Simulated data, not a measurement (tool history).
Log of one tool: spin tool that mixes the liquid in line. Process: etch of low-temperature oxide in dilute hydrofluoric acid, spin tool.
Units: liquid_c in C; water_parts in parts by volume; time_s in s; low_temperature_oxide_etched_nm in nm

| run | hour | liquid_c | water_parts | time_s | low_temperature_oxide_etched_nm |
|---|---|---|---|---|---|
| 1 | 0.0 | 25.0 | 175 | 15 | 2.1424 |
| 2 | 4.7 | 25.0 | 175 | 15 | 2.1702 |
| 3 | 9.4 | 25.0 | 175 | 15 | 2.1650 |
| 4 | 13.2 | 25.0 | 155 | 15 | 2.4971 |
| 5 | 14.0 | 23.0 | 175 | 15 | 1.9827 |
| 6 | 19.3 | 25.5 | 175 | 15 | 2.1877 |

Run 7, settings as shown, results not yet in. Your forecast:
| 7 | 25.7 | 21.5 | 230 | 15 | ? |

{"run 7": {"low_temperature_oxide_etched_nm": 1.371}}
